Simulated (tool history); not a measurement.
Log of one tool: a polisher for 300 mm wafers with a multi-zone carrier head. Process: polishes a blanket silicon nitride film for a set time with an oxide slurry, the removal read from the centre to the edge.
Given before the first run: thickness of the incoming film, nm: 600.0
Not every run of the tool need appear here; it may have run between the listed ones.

run  hour  flow of slurry (ml/min)  pressure of the head's centre zone  pressure of the head's middle zone  pressure of the head's edge zone  abrasive content of the slurry  polishing time (s)  film removed at the wafer's centre (Å)  film removed at mid-radius (Å)  film removed at the wafer's edge (Å)
  1   0.0                      190                                1.00                                1.00                              1.00                            1.00                  37                                  288.53                          277.04                                286.90
  2   8.9                      190                                1.00                                1.00                              1.00                            1.00                  41                                  320.69                          312.95                                320.63
  3  13.1                      185                                0.96                                0.97                              0.98                            0.85                  40                                  272.93                          273.82                                282.30
  4  16.9                      185                                0.96                                0.97                              0.98                            0.75                  40                                  257.39                          251.20                                266.69
     23.0  -- worn pad replaced by a new one
  5  23.0                      185                                0.96                                0.90                              0.98                            0.75                  40                                  275.01                          259.64                                289.78
  6  31.3                      185                                0.92                                0.90                              0.98                            0.75                  40                                  262.54                          256.63                                288.64
  7  38.6                      175                                0.91                                0.91                              0.97                            0.70                  40                                  249.35                          244.17                                267.43
  8  41.3                      175                                0.91                                0.91                              0.97                            0.70                  40                                  252.12                          247.87                                272.27
  9  50.0                      170                                0.90                                0.92                              0.98                            0.65                  40                                  236.55                          238.91                                260.44
 10  54.1                      165                                0.89                                0.92                              0.98                            0.60                  40                                  221.80                          221.34                                249.46
 11  58.3                      155                                0.88                                0.93                              0.97                            0.60                  40                                  213.85                          225.73                                242.01

Run 12 is up next; what results do you expect?
 12  64.7                      155                                0.88                                0.93                              0.97                            0.60                  40                                       ?                               ?                                     ?

{"run 12": {"film removed at the wafer's centre (Å)": 214.26, "film removed at mid-radius (Å)": 223.41, "film removed at the wafer's edge (Å)": 246.63}}
